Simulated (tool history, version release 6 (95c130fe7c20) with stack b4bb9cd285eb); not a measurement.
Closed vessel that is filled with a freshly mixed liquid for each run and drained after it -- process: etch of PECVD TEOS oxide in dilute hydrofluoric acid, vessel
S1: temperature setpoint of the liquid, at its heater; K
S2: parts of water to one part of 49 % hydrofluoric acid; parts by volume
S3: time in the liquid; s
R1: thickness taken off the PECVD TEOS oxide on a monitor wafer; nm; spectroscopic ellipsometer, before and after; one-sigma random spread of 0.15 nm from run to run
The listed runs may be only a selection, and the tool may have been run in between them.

Run 1, hour 0.0: S1 298.15 K, S2 290 parts by volume, S3 1890 s. Result: R1 50.224 nm.
Run 2, hour 4.2: S1 297.15 K, S2 295 parts by volume, S3 1890 s. Result: R1 47.274 nm.
Run 3, hour 6.2: S1 296.65 K, S2 300 parts by volume, S3 1890 s. Result: R1 45.667 nm.
Run 4, hour 15.0: S1 294.65 K, S2 300 parts by volume, S3 1890 s. Result: R1 42.122 nm.
Run 5, hour 24.0: S1 294.15 K, S2 305 parts by volume, S3 1890 s. Result: R1 40.871 nm.
Run 6, hour 31.5: S1 293.65 K, S2 310 parts by volume, S3 1890 s. Result: R1 38.800 nm.
Run 7, hour 33.0: S1 293.15 K, S2 310 parts by volume, S3 1890 s. Result: R1 38.521 nm.
Run 8, hour 35.6: S1 292.65 K, S2 310 parts by volume, S3 1890 s. Result: R1 37.767 nm.
Run 9, hour 39.5: S1 292.15 K, S2 310 parts by volume, S3 1890 s. Result: R1 36.764 nm.
Run 10, hour 49.1: S1 291.15 K, S2 320 parts by volume, S3 1890 s. Result: R1 34.528 nm.
Run 11, hour 52.8: S1 291.15 K, S2 320 parts by volume, S3 1890 s. Result: R1 34.673 nm.

For run 12, what comes out?
At hour 54.5: thermometer replaced.
Run 12, hour 54.5: S1 290.15 K, S2 335 parts by volume, S3 1890 s. Result: R1 ?.

{"run 12": {"R1": 30.0}}
